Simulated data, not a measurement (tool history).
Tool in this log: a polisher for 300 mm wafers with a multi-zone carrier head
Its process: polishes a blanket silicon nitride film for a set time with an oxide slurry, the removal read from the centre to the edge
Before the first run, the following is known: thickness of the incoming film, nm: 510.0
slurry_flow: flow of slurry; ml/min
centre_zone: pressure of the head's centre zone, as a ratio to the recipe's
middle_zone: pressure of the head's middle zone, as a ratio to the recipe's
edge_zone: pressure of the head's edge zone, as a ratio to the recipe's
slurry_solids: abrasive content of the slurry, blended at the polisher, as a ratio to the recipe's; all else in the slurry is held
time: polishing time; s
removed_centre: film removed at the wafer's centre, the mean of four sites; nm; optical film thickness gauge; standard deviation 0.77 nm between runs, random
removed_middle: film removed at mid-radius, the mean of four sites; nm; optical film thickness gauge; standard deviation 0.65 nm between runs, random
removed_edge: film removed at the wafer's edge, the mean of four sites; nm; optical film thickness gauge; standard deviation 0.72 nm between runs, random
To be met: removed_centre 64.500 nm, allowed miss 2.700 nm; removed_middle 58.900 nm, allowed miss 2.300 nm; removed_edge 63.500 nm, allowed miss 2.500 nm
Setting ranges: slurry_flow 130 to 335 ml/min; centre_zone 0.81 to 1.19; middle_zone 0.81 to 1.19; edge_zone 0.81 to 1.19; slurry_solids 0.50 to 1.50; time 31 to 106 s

run,hour,slurry_flow,centre_zone,middle_zone,edge_zone,slurry_solids,time,removed_centre,removed_middle,removed_edge
1,0.0,215,1.00,1.00,1.00,1.00,68,50.095,50.262,49.116
2,3.2,220,1.01,1.00,1.02,1.05,68,50.434,51.824,50.357
3,6.3,220,1.08,1.00,1.02,1.05,68,56.185,51.463,49.424
4,14.6,220,1.15,1.00,1.02,1.05,68,59.242,51.516,51.167
5,22.1,215,1.14,0.99,1.05,1.10,68,59.740,50.175,50.880
6,28.1,215,1.10,0.99,1.05,1.10,68,58.357,51.726,52.064
7,31.2,250,1.06,0.97,1.15,1.35,69,59.662,55.310,58.812
8,34.8,250,1.06,0.97,1.15,1.40,69,60.626,55.538,58.761
9,39.6,250,1.06,0.97,1.16,1.40,69,60.894,56.081,59.407
10,44.6,250,1.06,0.96,1.18,1.45,70,61.023,56.123,61.502
11,46.8,250,1.06,0.96,1.18,1.45,70,61.423,57.271,60.989
12,47.4,255,1.06,0.96,1.18,1.45,70,62.471,55.888,61.924
13,51.5,255,1.06,0.97,1.18,1.45,70,62.345,56.394,61.658

Which single option among these 5 for the next run brings every result within its allowed miss of target? Just one does.
A,55.6,330,0.97,0.95,1.13,1.50,72,?,?,?
B,55.6,250,0.98,0.99,1.06,1.50,73,?,?,?
C,55.6,305,1.13,0.95,1.18,1.50,65,?,?,?
D,55.6,300,1.09,0.83,1.19,1.35,72,?,?,?
E,55.6,245,1.10,0.99,1.19,1.50,71,?,?,?

move,removed_centre,removed_middle,removed_edge
A,59.697,58.915,63.493
B,59.779,60.339,61.338
C,62.457,52.837,58.368
D,64.665,51.476,63.107
E,65.202,58.546,63.217
A: corrects the largest miss of the last run, while another result sits out of spec
B: corrects the largest miss of the last run, while another result sits out of spec
C: further off than the last run
D: further off than the last run
E: every result within its allowed miss
Answer: E
